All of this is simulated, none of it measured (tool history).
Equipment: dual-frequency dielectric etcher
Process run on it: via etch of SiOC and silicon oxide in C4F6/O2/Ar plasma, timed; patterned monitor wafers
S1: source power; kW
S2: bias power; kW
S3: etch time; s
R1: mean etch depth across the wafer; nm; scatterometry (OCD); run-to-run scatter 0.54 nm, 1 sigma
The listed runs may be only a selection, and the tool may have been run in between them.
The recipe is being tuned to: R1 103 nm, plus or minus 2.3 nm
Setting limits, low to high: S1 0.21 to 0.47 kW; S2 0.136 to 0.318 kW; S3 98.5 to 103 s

run	day	S1	S2	S3	R1
1	0	0.34	0.227	98.5	118.77
2	0.029	0.32	0.223	98.5	114.64
3	0.075	0.31	0.221	98.5	112.98
4	0.183	0.3	0.219	98.5	111.87
5	0.275	0.3	0.219	103	116.62
6	0.333	0.34	0.219	103	121.47
7	0.654	0.32	0.212	103	117.17
8	0.892	0.32	0.212	103	118.26
9	0.967	0.3	0.207	103	113.95
10	1.238	0.29	0.205	103	111.45
11	1.262	0.28	0.204	103	111.7

Pick the move, out of 4, that brings all results within their allowed miss; only one does.
A	1.288	0.27	0.217	100	?
B	1.288	0.21	0.222	98.5	?
C	1.288	0.22	0.192	99.5	?
D	1.288	0.27	0.24	103	?

move	R1
A	110.87
B	104.01
C	98.721
D	119.96
A: moves toward the targets from the last run without getting all of them in spec
B: every result lands within tolerance
C: takes the result that was furthest off past its target
D: moves away from the targets compared with the last run
B meets every target.

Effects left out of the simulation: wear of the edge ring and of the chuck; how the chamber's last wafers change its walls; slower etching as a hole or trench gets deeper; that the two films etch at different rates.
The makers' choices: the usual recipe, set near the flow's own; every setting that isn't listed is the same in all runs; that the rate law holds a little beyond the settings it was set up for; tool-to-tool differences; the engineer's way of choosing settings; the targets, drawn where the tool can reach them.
